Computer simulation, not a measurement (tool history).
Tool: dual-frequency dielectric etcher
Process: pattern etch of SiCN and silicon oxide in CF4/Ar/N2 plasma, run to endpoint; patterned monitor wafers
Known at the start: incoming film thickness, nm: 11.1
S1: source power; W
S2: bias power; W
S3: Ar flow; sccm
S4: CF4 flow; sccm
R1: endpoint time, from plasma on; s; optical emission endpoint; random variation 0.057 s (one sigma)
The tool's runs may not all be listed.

run 1 hour=0 | S1=540 S2=66 S3=80 S4=49 | R1=10.614
run 2 hour=8.5 | S1=540 S2=76 S3=80 S4=49 | R1=10.069
run 3 hour=10.1 | S1=550 S2=76 S3=80 S4=49 | R1=9.9112
run 4 hour=16.5 | S1=550 S2=70 S3=80 S4=49 | R1=10.189
run 5 hour=22.5 | S1=560 S2=70 S3=80 S4=49 | R1=10.041
run 6 hour=26.3 | S1=570 S2=70 S3=80 S4=49 | R1=10.029
run 7 hour=31.1 | S1=580 S2=70 S3=80 S4=49 | R1=9.8461
run 8 hour=33.3 | S1=580 S2=70 S3=80 S4=49 | R1=9.7412

Forecast run 9:
run 9 hour=41.2 | S1=590 S2=70 S3=80 S4=49 | R1=?

R1: 9.5892 s
